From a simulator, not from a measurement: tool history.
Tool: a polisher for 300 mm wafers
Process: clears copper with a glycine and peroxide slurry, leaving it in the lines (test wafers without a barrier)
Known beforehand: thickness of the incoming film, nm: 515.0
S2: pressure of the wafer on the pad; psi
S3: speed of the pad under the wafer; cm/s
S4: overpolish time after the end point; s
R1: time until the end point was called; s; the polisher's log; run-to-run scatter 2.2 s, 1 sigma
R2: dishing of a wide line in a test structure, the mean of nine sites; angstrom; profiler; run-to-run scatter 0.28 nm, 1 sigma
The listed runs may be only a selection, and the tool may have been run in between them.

run 1 day=0 | flow_of_slurry_(ml/min)=275 S2=1.7 S3=76 S4=14 | R1=146.17 R2=319.13
run 2 day=0.217 | flow_of_slurry_(ml/min)=325 S2=1.7 S3=76 S4=14 | R1=142.75 R2=313.97
run 3 day=0.304 | flow_of_slurry_(ml/min)=325 S2=1.7 S3=60 S4=14 | R1=169.29 R2=281.66
run 4 day=0.671 | flow_of_slurry_(ml/min)=325 S2=1.7 S3=60 S4=18 | R1=169.17 R2=348.16
run 5 day=1.029 | flow_of_slurry_(ml/min)=325 S2=2 S3=60 S4=18 | R1=149.89 R2=383.71
run 6 day=1.404 | flow_of_slurry_(ml/min)=325 S2=2.3 S3=60 S4=18 | R1=135.85 R2=428.96
run 7 day=1.5 | flow_of_slurry_(ml/min)=345 S2=2.1 S3=68 S4=16 | R1=135.18 R2=398.3
run 8 day=1.867 | flow_of_slurry_(ml/min)=315 S2=2 S3=72 S4=14 | R1=135.56 R2=350.45
run 9 day=2.15 | flow_of_slurry_(ml/min)=335 S2=1.8 S3=80 S4=12 | R1=132.85 R2=301.57
run 10 day=2.392 | flow_of_slurry_(ml/min)=350 S2=1.6 S3=86 S4=11 | R1=137.06 R2=263.84
run 11 day=2.438 | flow_of_slurry_(ml/min)=365 S2=1.5 S3=92 S4=10 | R1=139.18 R2=246.69
run 12 day=2.65 | flow_of_slurry_(ml/min)=375 S2=1.4 S3=96 S4=9 | R1=137.78 R2=218.74

Expected results for the next run?
run 13 day=2.871 | flow_of_slurry_(ml/min)=385 S2=1.4 S3=100 S4=8 | R1=? R2=?

{"run 13": {"R1": 133.84, "R2": 202.21}}
